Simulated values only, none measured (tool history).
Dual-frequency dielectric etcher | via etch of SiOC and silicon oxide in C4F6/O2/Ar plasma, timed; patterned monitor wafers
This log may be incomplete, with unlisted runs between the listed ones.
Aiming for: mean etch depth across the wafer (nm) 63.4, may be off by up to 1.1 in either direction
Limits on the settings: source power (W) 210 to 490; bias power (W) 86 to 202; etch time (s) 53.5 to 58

| run | hour | source power (W) | bias power (W) | etch time (s) | mean etch depth across the wafer (nm) |
|---|---|---|---|---|---|
| 1 | 0 | 350 | 144 | 58 | 58.782 |
| 2 | 4.8 | 310 | 144 | 58 | 57.066 |
| 3 | 7.4 | 320 | 145 | 58 | 57.363 |
| 4 | 8.6 | 300 | 145 | 58 | 56.641 |
| 5 | 10.8 | 300 | 145 | 53.5 | 52.223 |
| 6 | 12.4 | 300 | 135 | 53.5 | 51.089 |
| 7 | 20.9 | 320 | 137 | 53.5 | 52.105 |
| 8 | 22 | 320 | 137 | 53.5 | 52.124 |
| 9 | 23.8 | 340 | 140 | 53.5 | 52.894 |
| 10 | 25.5 | 410 | 169 | 55.5 | 61.057 |
| 11 | 30.8 | 420 | 170 | 55.5 | 61.317 |
| 12 | 35.7 | 430 | 171 | 55.5 | 62.215 |

4 next moves are on the table. One of them brings every result within its allowed miss. Which?
| A | 40.6 | 390 | 175 | 55.5 | ? |
| B | 40.6 | 380 | 182 | 54.5 | ? |
| C | 40.6 | 420 | 175 | 56.5 | ? |
| D | 40.6 | 490 | 139 | 55.5 | ? |

| move | mean etch depth across the wafer (nm) |
|---|---|
| A | 61.03 |
| B | 60.196 |
| C | 63.346 |
| D | 61.01 |
A: moves away from the targets compared with the last run
B: moves away from the targets compared with the last run
C: hits every target within its allowed miss
D: moves away from the targets compared with the last run
Answer: C
